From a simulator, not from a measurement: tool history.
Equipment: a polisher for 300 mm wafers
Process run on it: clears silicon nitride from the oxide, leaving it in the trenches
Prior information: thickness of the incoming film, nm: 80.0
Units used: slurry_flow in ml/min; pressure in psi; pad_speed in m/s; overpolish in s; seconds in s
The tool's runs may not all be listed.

Run 1, day 0: slurry_flow 180 ml/min, pressure 2.2 psi, pad_speed 1.24 m/s, overpolish 19 s. Result: seconds 106.33 s.
Run 2, day 0.042: slurry_flow 145 ml/min, pressure 2.2 psi, pad_speed 1.24 m/s, overpolish 19 s. Result: seconds 110.24 s.
Run 3, day 0.146: slurry_flow 140 ml/min, pressure 1.8 psi, pad_speed 1.12 m/s, overpolish 19 s. Result: seconds 144.46 s.
Run 4, day 0.483: slurry_flow 140 ml/min, pressure 1.8 psi, pad_speed 1 m/s, overpolish 19 s. Result: seconds 162.62 s.
Run 5, day 0.521: slurry_flow 140 ml/min, pressure 1.5 psi, pad_speed 0.96 m/s, overpolish 19 s. Result: seconds 191.44 s.
Run 6, day 0.654: slurry_flow 110 ml/min, pressure 1.5 psi, pad_speed 0.96 m/s, overpolish 19 s. Result: seconds 198.35 s.
Run 7, day 0.946: slurry_flow 110 ml/min, pressure 1.3 psi, pad_speed 0.94 m/s, overpolish 19 s. Result: seconds 226.89 s.

For run 8, what comes out?
Run 8, day 1.029: slurry_flow 110 ml/min, pressure 1.2 psi, pad_speed 0.94 m/s, overpolish 19 s. Result: seconds ?.

{"run 8": {"seconds": 240.76}}
